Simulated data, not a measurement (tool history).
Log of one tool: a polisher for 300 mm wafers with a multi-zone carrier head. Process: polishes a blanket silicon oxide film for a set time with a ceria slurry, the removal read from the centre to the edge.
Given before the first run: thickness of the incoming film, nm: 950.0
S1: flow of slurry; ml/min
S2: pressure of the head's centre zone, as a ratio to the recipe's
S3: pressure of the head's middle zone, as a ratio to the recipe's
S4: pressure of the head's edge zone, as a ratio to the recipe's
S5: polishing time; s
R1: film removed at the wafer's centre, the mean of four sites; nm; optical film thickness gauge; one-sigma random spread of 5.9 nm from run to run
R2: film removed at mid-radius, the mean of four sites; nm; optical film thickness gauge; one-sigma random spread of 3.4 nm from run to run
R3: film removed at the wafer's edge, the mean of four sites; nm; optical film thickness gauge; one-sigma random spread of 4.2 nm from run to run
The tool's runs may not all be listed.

| run | day | S1 | S2 | S3 | S4 | S5 | R1 | R2 | R3 |
|---|---|---|---|---|---|---|---|---|---|
| 1 | 0.000 | 255 | 1.00 | 1.00 | 1.00 | 43 | 320.83 | 313.89 | 308.26 |
| 2 | 0.138 | 255 | 1.00 | 1.00 | 1.07 | 43 | 313.20 | 314.57 | 318.02 |
| 3 | 0.371 | 255 | 1.00 | 1.00 | 1.07 | 36 | 268.41 | 261.78 | 266.69 |
| 4 | 0.446 | 260 | 1.01 | 1.00 | 1.09 | 39 | 278.81 | 285.79 | 290.35 |
| 5 | 0.804 | 260 | 1.01 | 1.00 | 1.09 | 46 | 337.70 | 336.19 | 337.46 |
| 6 | 1.058 | 260 | 1.01 | 1.00 | 1.09 | 39 | 290.19 | 282.68 | 294.43 |
| 7 | 1.312 | 270 | 1.02 | 1.00 | 1.11 | 41 | 312.09 | 296.41 | 306.17 |

Estimate the outcome of run 8 from the log above:
| 8 | 1.417 | 270 | 1.01 | 1.00 | 1.12 | 43 | ? | ? | ? |

R1: 318.65 nm
R2: 309.16 nm
R3: 320.26 nm

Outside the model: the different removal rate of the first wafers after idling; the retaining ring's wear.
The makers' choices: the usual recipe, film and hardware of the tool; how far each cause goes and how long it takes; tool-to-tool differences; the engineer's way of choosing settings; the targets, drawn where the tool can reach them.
